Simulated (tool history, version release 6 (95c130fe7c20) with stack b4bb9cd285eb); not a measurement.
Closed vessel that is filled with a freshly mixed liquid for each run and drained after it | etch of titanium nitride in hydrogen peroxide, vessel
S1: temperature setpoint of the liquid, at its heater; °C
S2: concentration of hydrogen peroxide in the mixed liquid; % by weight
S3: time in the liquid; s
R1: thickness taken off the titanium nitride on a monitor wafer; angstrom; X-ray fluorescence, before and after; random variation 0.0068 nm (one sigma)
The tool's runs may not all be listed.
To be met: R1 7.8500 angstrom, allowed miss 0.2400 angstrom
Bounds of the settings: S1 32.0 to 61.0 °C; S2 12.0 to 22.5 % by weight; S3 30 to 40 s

run,hour,S1,S2,S3,R1
1,0.0,45.0,15.5,40,19.9580
2,2.9,41.5,15.5,40,15.1780
3,4.0,40.0,15.5,40,13.3530
4,7.4,39.0,15.5,40,12.4780
5,9.5,38.0,15.5,40,11.5930
6,17.9,38.0,15.5,30,8.6057
7,24.7,38.0,15.5,30,8.7849
8,27.7,36.0,15.5,30,7.3568

5 next moves are on the table. One of them brings every result within its allowed miss. Which?
A,30.7,34.0,16.0,35,?
B,30.7,34.5,14.0,35,?
C,30.7,33.0,19.5,35,?
D,30.7,32.5,13.5,40,?
E,30.7,35.0,14.0,35,?

move,R1
A,7.3851
B,7.4728
C,7.1085
D,7.2192
E,7.7761
A: nearer than the last run, and not there yet
B: nearer than the last run, and not there yet
C: further off than the last run
D: further off than the last run
E: meets every target
Answer: E

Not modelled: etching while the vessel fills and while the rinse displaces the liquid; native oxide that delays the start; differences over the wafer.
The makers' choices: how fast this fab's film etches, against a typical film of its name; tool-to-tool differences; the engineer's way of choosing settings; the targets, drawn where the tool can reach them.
